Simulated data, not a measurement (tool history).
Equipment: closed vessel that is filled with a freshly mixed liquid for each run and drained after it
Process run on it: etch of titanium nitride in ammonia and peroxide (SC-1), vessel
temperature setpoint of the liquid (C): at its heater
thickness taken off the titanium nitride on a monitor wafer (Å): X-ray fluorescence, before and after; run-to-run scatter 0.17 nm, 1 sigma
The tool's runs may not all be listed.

| run | day | temperature setpoint of the liquid (C) | parts of water to one part of 30 % peroxide (parts by volume) | parts of 29 % ammonia solution to one part of 30 % peroxide (parts by volume) | time in the liquid (s) | thickness taken off the titanium nitride on a monitor wafer (Å) |
|---|---|---|---|---|---|---|
| 1 | 0.000 | 59.0 | 26 | 0.45 | 255 | 184.45 |
| 2 | 0.171 | 59.0 | 26 | 0.35 | 255 | 179.12 |
| 3 | 0.254 | 59.5 | 26 | 0.35 | 255 | 184.83 |
| 4 | 0.600 | 60.0 | 26 | 0.35 | 255 | 187.87 |
| 5 | 0.921 | 65.5 | 26 | 0.35 | 255 | 273.90 |
| 6 | 1.017 | 65.0 | 26 | 0.35 | 255 | 262.36 |
| 7 | 1.212 | 64.5 | 26 | 0.35 | 255 | 251.08 |

Estimate the outcome of run 8 from the log above:
| 8 | 1.558 | 64.0 | 26 | 0.35 | 255 | ? |

For run 8 the tool returned thickness taken off the titanium nitride on a monitor wafer (Å) 246.96.

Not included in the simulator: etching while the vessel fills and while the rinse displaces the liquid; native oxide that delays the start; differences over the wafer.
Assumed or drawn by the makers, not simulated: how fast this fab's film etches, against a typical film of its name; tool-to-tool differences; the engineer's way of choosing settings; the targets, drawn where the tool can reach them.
